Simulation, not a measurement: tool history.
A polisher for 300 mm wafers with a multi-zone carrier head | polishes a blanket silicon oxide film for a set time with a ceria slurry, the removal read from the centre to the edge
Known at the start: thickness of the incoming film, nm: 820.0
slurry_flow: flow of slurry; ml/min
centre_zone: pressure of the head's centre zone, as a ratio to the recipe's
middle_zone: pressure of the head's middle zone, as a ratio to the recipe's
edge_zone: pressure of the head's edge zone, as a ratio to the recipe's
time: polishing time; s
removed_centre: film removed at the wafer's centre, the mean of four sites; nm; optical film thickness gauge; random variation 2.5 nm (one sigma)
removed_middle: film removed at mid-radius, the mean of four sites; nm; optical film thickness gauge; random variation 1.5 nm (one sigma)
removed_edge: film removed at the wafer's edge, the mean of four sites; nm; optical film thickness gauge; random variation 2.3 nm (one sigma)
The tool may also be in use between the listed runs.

| run | hour | slurry_flow | centre_zone | middle_zone | edge_zone | time | removed_centre | removed_middle | removed_edge |
|---|---|---|---|---|---|---|---|---|---|
| 1 | 0.0 | 195 | 1.00 | 1.00 | 1.00 | 60 | 294.69 | 297.35 | 302.96 |
| 2 | 2.0 | 195 | 1.00 | 1.09 | 1.00 | 60 | 291.32 | 311.82 | 303.70 |
| 3 | 6.7 | 195 | 1.00 | 1.09 | 1.00 | 69 | 343.58 | 358.19 | 348.47 |
| 4 | 12.6 | 190 | 1.01 | 1.06 | 0.97 | 62 | 307.14 | 315.98 | 312.05 |
| 5 | 19.3 | 190 | 1.01 | 1.01 | 0.97 | 62 | 306.21 | 306.40 | 308.87 |
| 6 | 23.7 | 190 | 1.02 | 1.01 | 0.94 | 56 | 284.72 | 276.26 | 271.26 |
| 7 | 28.2 | 185 | 1.00 | 0.99 | 0.92 | 53 | 263.07 | 257.65 | 255.00 |

Forecast run 8:
| 8 | 36.0 | 185 | 0.99 | 0.98 | 0.90 | 50 | ? | ? | ? |

{"run 8": {"removed_centre": 246.89, "removed_middle": 242.68, "removed_edge": 237.49}}

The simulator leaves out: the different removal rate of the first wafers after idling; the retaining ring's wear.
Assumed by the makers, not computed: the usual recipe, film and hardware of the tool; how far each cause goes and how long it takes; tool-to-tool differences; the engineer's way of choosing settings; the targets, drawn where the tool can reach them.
